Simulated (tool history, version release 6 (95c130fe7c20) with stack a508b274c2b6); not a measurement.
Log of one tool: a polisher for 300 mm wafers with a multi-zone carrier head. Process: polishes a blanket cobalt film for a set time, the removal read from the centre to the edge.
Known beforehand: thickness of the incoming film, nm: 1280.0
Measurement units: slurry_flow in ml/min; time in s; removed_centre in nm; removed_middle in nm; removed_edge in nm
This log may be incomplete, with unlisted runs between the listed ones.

| run | hour | slurry_flow | centre_zone | middle_zone | edge_zone | time | removed_centre | removed_middle | removed_edge |
|---|---|---|---|---|---|---|---|---|---|
| 1 | 0 | 255 | 1 | 1 | 1 | 65 | 405.39 | 383.26 | 390.69 |
| 2 | 2.9 | 260 | 0.96 | 0.97 | 1.06 | 67 | 394.16 | 383.9 | 418.45 |
| 3 | 11.1 | 260 | 0.96 | 0.97 | 1.06 | 82 | 482.9 | 482.99 | 506.63 |
| 4 | 19.3 | 260 | 0.96 | 0.89 | 1.06 | 82 | 484.98 | 447.73 | 510.11 |
| 5 | 21.5 | 260 | 0.96 | 0.83 | 1.06 | 82 | 483.58 | 432.42 | 509.03 |
| 6 | 28.3 | 245 | 0.92 | 0.82 | 1.07 | 81 | 459.08 | 407.28 | 504.99 |
| 7 | 31.5 | 240 | 0.88 | 0.84 | 1.06 | 80 | 431.97 | 412.36 | 503.25 |

Predict the results of run 8:
| 8 | 35.4 | 235 | 0.86 | 0.84 | 1.04 | 79 | ? | ? | ? |

For run 8 the tool returned removed_centre 404.91 nm, removed_middle 403.11 nm, removed_edge 482.64 nm.
